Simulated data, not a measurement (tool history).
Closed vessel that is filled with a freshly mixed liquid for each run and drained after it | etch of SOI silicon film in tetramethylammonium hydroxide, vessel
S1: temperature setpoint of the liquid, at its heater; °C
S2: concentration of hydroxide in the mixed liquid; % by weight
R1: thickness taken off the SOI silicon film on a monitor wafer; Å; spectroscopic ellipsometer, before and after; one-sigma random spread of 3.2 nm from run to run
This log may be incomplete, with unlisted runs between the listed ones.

run 1 hour=0 | S1=69 S2=10.5 time_in_the_liquid_(s)=90 | R1=5798
run 2 hour=5.3 | S1=69 S2=10.5 time_in_the_liquid_(s)=90 | R1=5745.3
run 3 hour=14.2 | S1=67 S2=10.5 time_in_the_liquid_(s)=90 | R1=5031.5
run 4 hour=19.7 | S1=67 S2=10.5 time_in_the_liquid_(s)=95 | R1=5444.7
run 5 hour=21 | S1=65.5 S2=10.5 time_in_the_liquid_(s)=95 | R1=4873.2
run 6 hour=28.2 | S1=65.5 S2=10.5 time_in_the_liquid_(s)=90 | R1=4676.7

What will run 7 give?
run 7 hour=37.3 | S1=64.5 S2=10.5 time_in_the_liquid_(s)=90 | R1=?

R1: 4381.4 Å
